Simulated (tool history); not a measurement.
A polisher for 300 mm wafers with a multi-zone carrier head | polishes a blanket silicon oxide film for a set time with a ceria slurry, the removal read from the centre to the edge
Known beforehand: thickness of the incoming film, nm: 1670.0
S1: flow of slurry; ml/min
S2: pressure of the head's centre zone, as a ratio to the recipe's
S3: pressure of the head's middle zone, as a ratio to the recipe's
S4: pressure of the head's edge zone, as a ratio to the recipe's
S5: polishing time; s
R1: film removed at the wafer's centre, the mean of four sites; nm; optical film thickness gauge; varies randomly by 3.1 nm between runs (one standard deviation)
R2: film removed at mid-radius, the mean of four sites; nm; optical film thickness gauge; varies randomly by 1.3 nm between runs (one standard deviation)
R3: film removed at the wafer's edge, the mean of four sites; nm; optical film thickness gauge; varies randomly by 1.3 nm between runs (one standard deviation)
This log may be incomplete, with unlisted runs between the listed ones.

Run 1, hour 0.0: S1 295 ml/min, S2 1.00, S3 1.00, S4 1.00, S5 35 s. Result: R1 153.43 nm, R2 145.81 nm, R3 148.05 nm.
Run 2, hour 6.6: S1 295 ml/min, S2 0.95, S3 1.00, S4 1.00, S5 35 s. Result: R1 142.96 nm, R2 144.09 nm, R3 148.38 nm.
Run 3, hour 12.1: S1 295 ml/min, S2 0.95, S3 1.00, S4 0.92, S5 35 s. Result: R1 142.77 nm, R2 144.98 nm, R3 142.56 nm.
Run 4, hour 14.9: S1 295 ml/min, S2 0.95, S3 1.00, S4 0.84, S5 35 s. Result: R1 143.82 nm, R2 146.76 nm, R3 135.64 nm.
Run 5, hour 19.4: S1 295 ml/min, S2 0.99, S3 1.00, S4 0.84, S5 35 s. Result: R1 144.87 nm, R2 146.78 nm, R3 137.24 nm.
Run 6, hour 27.8: S1 310 ml/min, S2 1.03, S3 1.02, S4 0.87, S5 36 s. Result: R1 160.83 nm, R2 151.82 nm, R3 140.96 nm.
Run 7, hour 36.3: S1 310 ml/min, S2 1.03, S3 1.04, S4 0.91, S5 37 s. Result: R1 168.81 nm, R2 158.92 nm, R3 151.43 nm.
Run 8, hour 41.1: S1 315 ml/min, S2 1.03, S3 1.07, S4 0.92, S5 38 s. Result: R1 170.02 nm, R2 167.80 nm, R3 154.49 nm.
Run 9, hour 43.2: S1 315 ml/min, S2 1.03, S3 1.07, S4 0.92, S5 38 s. Result: R1 170.17 nm, R2 168.24 nm, R3 155.27 nm.
Run 10, hour 50.1: S1 320 ml/min, S2 1.05, S3 1.09, S4 0.95, S5 39 s. Result: R1 177.40 nm, R2 176.10 nm, R3 160.47 nm.
Run 11, hour 54.3: S1 325 ml/min, S2 1.07, S3 1.10, S4 0.98, S5 40 s. Result: R1 190.65 nm, R2 183.07 nm, R3 167.68 nm.
Run 12, hour 55.0: S1 330 ml/min, S2 1.08, S3 1.11, S4 1.00, S5 40 s. Result: R1 195.50 nm, R2 185.02 nm, R3 169.64 nm.
Run 13, hour 62.1: S1 335 ml/min, S2 1.08, S3 1.12, S4 1.02, S5 40 s. Result: R1 188.69 nm, R2 185.44 nm, R3 171.09 nm.
Run 14, hour 70.2: S1 335 ml/min, S2 1.09, S3 1.13, S4 1.04, S5 40 s. Result: R1 192.28 nm, R2 185.50 nm, R3 173.37 nm.

For run 15, what comes out?
Run 15, hour 75.6: S1 340 ml/min, S2 1.10, S3 1.14, S4 1.05, S5 40 s. Result: R1 ?, R2 ?, R3 ?.

{"run 15": {"R1": 188.07, "R2": 188.79, "R3": 174.37}}

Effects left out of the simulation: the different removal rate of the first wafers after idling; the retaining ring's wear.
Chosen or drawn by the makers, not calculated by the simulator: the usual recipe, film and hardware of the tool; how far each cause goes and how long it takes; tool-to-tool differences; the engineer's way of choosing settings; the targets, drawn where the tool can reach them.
